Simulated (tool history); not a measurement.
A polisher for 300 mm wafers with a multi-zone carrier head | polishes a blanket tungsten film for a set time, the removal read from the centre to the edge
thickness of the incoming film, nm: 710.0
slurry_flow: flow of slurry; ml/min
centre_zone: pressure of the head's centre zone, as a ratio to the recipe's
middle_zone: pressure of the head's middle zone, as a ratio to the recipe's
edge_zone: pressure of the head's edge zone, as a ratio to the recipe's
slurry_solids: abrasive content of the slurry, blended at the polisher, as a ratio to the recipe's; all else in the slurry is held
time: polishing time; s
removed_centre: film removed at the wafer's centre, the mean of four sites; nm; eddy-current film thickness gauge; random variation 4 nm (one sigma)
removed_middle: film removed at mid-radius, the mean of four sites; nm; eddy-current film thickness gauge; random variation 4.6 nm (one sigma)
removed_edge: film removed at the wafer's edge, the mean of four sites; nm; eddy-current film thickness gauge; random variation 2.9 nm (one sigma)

Run 1, day 0.000: slurry_flow 245 ml/min, centre_zone 1.00, middle_zone 1.00, edge_zone 1.00, slurry_solids 1.00, time 58 s. Result: removed_centre 297.45 nm, removed_middle 290.41 nm, removed_edge 301.52 nm.
Run 2, day 0.304: slurry_flow 250 ml/min, centre_zone 0.99, middle_zone 1.01, edge_zone 1.01, slurry_solids 1.05, time 58 s. Result: removed_centre 295.45 nm, removed_middle 295.34 nm, removed_edge 314.13 nm.
Run 3, day 0.625: slurry_flow 250 ml/min, centre_zone 1.03, middle_zone 1.01, edge_zone 1.01, slurry_solids 1.05, time 58 s. Result: removed_centre 312.27 nm, removed_middle 299.39 nm, removed_edge 310.22 nm.
Run 4, day 0.908: slurry_flow 250 ml/min, centre_zone 1.03, middle_zone 1.01, edge_zone 1.06, slurry_solids 1.05, time 58 s. Result: removed_centre 313.85 nm, removed_middle 295.97 nm, removed_edge 315.57 nm.
Run 5, day 1.046: slurry_flow 250 ml/min, centre_zone 1.03, middle_zone 1.01, edge_zone 1.01, slurry_solids 1.05, time 58 s. Result: removed_centre 314.92 nm, removed_middle 297.69 nm, removed_edge 312.89 nm.
Run 6, day 1.133: slurry_flow 255 ml/min, centre_zone 1.02, middle_zone 1.02, edge_zone 1.02, slurry_solids 1.05, time 58 s. Result: removed_centre 310.91 nm, removed_middle 295.48 nm, removed_edge 312.45 nm.
Run 7, day 1.500: slurry_flow 245 ml/min, centre_zone 1.01, middle_zone 1.03, edge_zone 1.01, slurry_solids 1.10, time 58 s. Result: removed_centre 303.98 nm, removed_middle 305.86 nm, removed_edge 313.33 nm.

The next listed run, before its measurement:
Run 8, day 1.829: slurry_flow 275 ml/min, centre_zone 0.96, middle_zone 1.13, edge_zone 1.11, slurry_solids 1.35, time 58 s. Result: removed_centre ?, removed_middle ?, removed_edge ?.

{"run 8": {"removed_centre": 306.22, "removed_middle": 346.83, "removed_edge": 350.7}}
